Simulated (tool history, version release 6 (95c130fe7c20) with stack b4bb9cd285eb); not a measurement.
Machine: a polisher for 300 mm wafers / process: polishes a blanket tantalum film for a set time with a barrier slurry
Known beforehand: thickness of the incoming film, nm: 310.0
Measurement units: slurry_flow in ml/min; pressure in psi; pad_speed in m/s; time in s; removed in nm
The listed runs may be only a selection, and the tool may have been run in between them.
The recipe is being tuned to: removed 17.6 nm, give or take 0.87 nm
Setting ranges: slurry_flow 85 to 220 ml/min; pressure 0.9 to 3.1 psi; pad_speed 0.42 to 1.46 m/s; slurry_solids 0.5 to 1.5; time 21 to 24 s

{"run": 1, "hour": 0.0, "slurry_flow": 140, "pressure": 2, "pad_speed": 0.94, "slurry_solids": 1, "time": 24, "removed": 36.051}
{"run": 2, "hour": 3.9, "slurry_flow": 155, "pressure": 2, "pad_speed": 0.94, "slurry_solids": 1, "time": 24, "removed": 36.659}
{"run": 3, "hour": 11.9, "slurry_flow": 155, "pressure": 2, "pad_speed": 0.94, "slurry_solids": 1.2, "time": 24, "removed": 39.412}
{"run": 4, "hour": 17.5, "slurry_flow": 155, "pressure": 1.9, "pad_speed": 0.92, "slurry_solids": 1.2, "time": 24, "removed": 37.137}
{"run": 5, "hour": 23.9, "slurry_flow": 155, "pressure": 2.3, "pad_speed": 0.92, "slurry_solids": 1.2, "time": 24, "removed": 42.842}
{"run": 6, "hour": 25.8, "slurry_flow": 185, "pressure": 2.3, "pad_speed": 0.92, "slurry_solids": 1.2, "time": 24, "removed": 43.803}
{"run": 7, "hour": 30.0, "slurry_flow": 185, "pressure": 1.7, "pad_speed": 0.68, "slurry_solids": 1.15, "time": 24, "removed": 25.292}
{"run": 8, "hour": 36.4, "slurry_flow": 185, "pressure": 1.6, "pad_speed": 0.68, "slurry_solids": 1.15, "time": 24, "removed": 24.959}
{"run": 9, "hour": 40.8, "slurry_flow": 185, "pressure": 1.5, "pad_speed": 0.68, "slurry_solids": 1.15, "time": 24, "removed": 24.005}
{"hour": 46.8, "done": "worn pad replaced by a new one"}
{"run": 10, "hour": 46.8, "slurry_flow": 185, "pressure": 1.4, "pad_speed": 0.68, "slurry_solids": 1.15, "time": 24, "removed": 23.356}

Which single option among these 5 for the next run brings every result within its allowed miss of target? Just one does.
{"run": "A", "hour": 52.8, "slurry_flow": 165, "pressure": 0.9, "pad_speed": 0.74, "slurry_solids": 1.1, "time": 23, "removed": "?"}
{"run": "B", "hour": 52.8, "slurry_flow": 170, "pressure": 1.2, "pad_speed": 0.56, "slurry_solids": 1.25, "time": 22, "removed": "?"}
{"run": "C", "hour": 52.8, "slurry_flow": 175, "pressure": 1.1, "pad_speed": 0.8, "slurry_solids": 0.85, "time": 22, "removed": "?"}
{"run": "D", "hour": 52.8, "slurry_flow": 185, "pressure": 1.3, "pad_speed": 0.52, "slurry_solids": 1.15, "time": 21, "removed": "?"}
{"run": "E", "hour": 52.8, "slurry_flow": 210, "pressure": 1.4, "pad_speed": 0.52, "slurry_solids": 1, "time": 21, "removed": "?"}

move=A removed=17.387
move=B removed=15.979
move=C removed=18.964
move=D removed=14.894
move=E removed=15.34
A: every result within its allowed miss
B: the result that was furthest off in the last run now lies on the other side of its target
C: closer than the last run, but not yet in spec
D: the result that was furthest off in the last run now lies on the other side of its target
E: the result that was furthest off in the last run now lies on the other side of its target
Answer: A
